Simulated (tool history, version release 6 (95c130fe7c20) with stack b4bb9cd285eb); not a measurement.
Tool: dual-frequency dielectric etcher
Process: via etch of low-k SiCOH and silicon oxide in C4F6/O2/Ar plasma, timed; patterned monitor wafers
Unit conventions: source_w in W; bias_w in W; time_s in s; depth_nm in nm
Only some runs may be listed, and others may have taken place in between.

Run 1, day 0.000: source_w 480 W, bias_w 172 W, time_s 24.0 s. Result: depth_nm 70.705 nm.
Run 2, day 0.238: source_w 460 W, bias_w 171 W, time_s 24.0 s. Result: depth_nm 69.354 nm.
Run 3, day 0.312: source_w 460 W, bias_w 171 W, time_s 24.0 s. Result: depth_nm 69.260 nm.
Run 4, day 0.629: source_w 450 W, bias_w 170 W, time_s 24.0 s. Result: depth_nm 69.153 nm.
Run 5, day 0.767: source_w 540 W, bias_w 170 W, time_s 24.0 s. Result: depth_nm 73.437 nm.
Run 6, day 0.992: source_w 540 W, bias_w 148 W, time_s 24.0 s. Result: depth_nm 71.320 nm.
Run 7, day 1.154: source_w 520 W, bias_w 147 W, time_s 24.0 s. Result: depth_nm 70.116 nm.
Run 8, day 1.329: source_w 500 W, bias_w 146 W, time_s 24.0 s. Result: depth_nm 69.229 nm.
Run 9, day 1.550: source_w 490 W, bias_w 145 W, time_s 24.0 s. Result: depth_nm 68.621 nm.

Run 10 comes next. What will it give?
Run 10, day 1.821: source_w 480 W, bias_w 144 W, time_s 24.0 s. Result: depth_nm ?.

Run 10 yielded depth_nm 67.759 nm.
